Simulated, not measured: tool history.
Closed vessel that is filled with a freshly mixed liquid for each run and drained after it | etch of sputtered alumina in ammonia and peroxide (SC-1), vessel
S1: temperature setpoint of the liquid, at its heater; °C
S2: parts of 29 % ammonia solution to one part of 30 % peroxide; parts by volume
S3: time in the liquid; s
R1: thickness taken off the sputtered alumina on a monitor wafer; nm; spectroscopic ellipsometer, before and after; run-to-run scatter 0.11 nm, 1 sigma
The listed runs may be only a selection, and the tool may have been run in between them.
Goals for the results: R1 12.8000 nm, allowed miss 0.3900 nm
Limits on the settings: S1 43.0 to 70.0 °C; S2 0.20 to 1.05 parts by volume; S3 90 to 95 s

run  hour    S1    S2  S3       R1
  1   0.0  59.0  0.55  90   8.8839
  2   1.2  59.0  0.55  90   8.9054
  3   8.9  60.0  0.55  90   9.1315
  4  13.8  61.0  0.55  90   9.7862
  5  20.8  62.0  0.55  90  10.2580
  6  23.4  62.0  0.55  90  10.2480
  7  26.2  62.0  0.55  90  10.2780
  8  33.2  62.5  0.55  90  10.5570
  9  38.4  62.5  0.55  90  10.5170
 10  43.9  63.0  0.55  90  10.8710
 11  45.4  63.5  0.55  90  11.1870
 12  46.6  63.5  0.55  90  10.9670
 13  55.6  64.0  0.55  90  11.3460
 14  63.8  64.5  0.55  90  11.7720
 15  70.6  65.5  0.55  90  12.1320
 16  72.2  65.5  0.55  90  12.2950

Of the 4 settings listed for the next run, only one would bring every result within its allowed miss of target. Which one?
  A  73.8  64.5  0.55  90   ?
  B  73.8  65.5  0.45  95   ?
  C  73.8  65.5  0.50  90   ?
  D  73.8  65.0  0.50  90   ?

move       R1
   A  11.7700
   B  12.8110
   C  12.2580
   D  11.9580
A: the biggest miss grows against the last run
B: all results land within tolerance of their targets
C: the biggest miss grows against the last run
D: the biggest miss grows against the last run
The move that meets every target is B.
